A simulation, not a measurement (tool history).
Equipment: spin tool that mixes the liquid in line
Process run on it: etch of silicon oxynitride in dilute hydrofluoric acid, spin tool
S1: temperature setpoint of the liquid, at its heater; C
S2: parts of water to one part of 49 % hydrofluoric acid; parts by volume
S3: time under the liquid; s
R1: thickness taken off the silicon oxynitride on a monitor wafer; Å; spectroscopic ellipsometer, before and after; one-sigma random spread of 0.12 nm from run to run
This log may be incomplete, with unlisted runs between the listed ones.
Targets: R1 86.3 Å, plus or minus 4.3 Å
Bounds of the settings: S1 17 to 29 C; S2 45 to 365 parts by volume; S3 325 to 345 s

run 1 hour=0 | S1=21 S2=205 S3=325 | R1=45.984
run 2 hour=1.3 | S1=22 S2=200 S3=325 | R1=49.573
run 3 hour=7.1 | S1=22 S2=200 S3=325 | R1=49.842
run 4 hour=12.9 | S1=22.5 S2=195 S3=325 | R1=52.454
run 5 hour=15.2 | S1=22.5 S2=245 S3=325 | R1=40.77
run 6 hour=16.5 | S1=23 S2=235 S3=325 | R1=42.774
run 7 hour=23 | S1=23.5 S2=225 S3=325 | R1=46.084
run 8 hour=27.5 | S1=24 S2=215 S3=325 | R1=50.671
run 9 hour=31.5 | S1=24.5 S2=210 S3=325 | R1=52.279
run 10 hour=39.9 | S1=28.5 S2=130 S3=330 | R1=110.46
run 11 hour=44.1 | S1=28 S2=130 S3=330 | R1=107.46
run 12 hour=46.3 | S1=27.5 S2=130 S3=330 | R1=104.97
run 13 hour=54.6 | S1=27 S2=130 S3=330 | R1=102.17
run 14 hour=63 | S1=26.5 S2=130 S3=330 | R1=98.881
run 15 hour=63.6 | S1=26 S2=130 S3=330 | R1=97.194
run 16 hour=69.5 | S1=25 S2=130 S3=330 | R1=93.257

Which single option among these 5 for the next run brings every result within its allowed miss of target? Just one does.
run A hour=75.4 | S1=25.5 S2=125 S3=330 | R1=?
run B hour=75.4 | S1=29 S2=160 S3=325 | R1=?
run C hour=75.4 | S1=25 S2=125 S3=340 | R1=?
run D hour=75.4 | S1=26.5 S2=130 S3=345 | R1=?
run E hour=75.4 | S1=21.5 S2=105 S3=325 | R1=?

move=A R1=98.492
move=B R1=85.895
move=C R1=99.168
move=D R1=103.18
move=E R1=97.231
A: lands further from the targets than the last run did
B: all results land within tolerance of their targets
C: lands further from the targets than the last run did
D: lands further from the targets than the last run did
E: lands further from the targets than the last run did
Correct choice: B, which meets every target
